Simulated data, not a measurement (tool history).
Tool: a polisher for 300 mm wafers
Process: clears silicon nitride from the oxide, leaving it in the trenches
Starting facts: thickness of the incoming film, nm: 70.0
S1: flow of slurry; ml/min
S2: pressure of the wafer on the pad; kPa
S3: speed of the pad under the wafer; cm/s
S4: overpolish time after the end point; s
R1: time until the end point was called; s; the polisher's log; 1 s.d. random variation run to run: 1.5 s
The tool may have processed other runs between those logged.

run	hour	S1	S2	S3	S4	R1
1	0.0	295	16.5	86	24	115.49
2	7.7	295	15.2	86	24	125.01
3	13.0	240	15.2	86	24	125.81
4	19.6	240	16.5	86	24	115.65
5	23.7	240	15.2	86	24	126.00
6	24.9	295	15.2	86	24	123.25

What will run 7 give?
7	30.3	295	13.8	86	24	?

{"run 7": {"R1": 134.73}}

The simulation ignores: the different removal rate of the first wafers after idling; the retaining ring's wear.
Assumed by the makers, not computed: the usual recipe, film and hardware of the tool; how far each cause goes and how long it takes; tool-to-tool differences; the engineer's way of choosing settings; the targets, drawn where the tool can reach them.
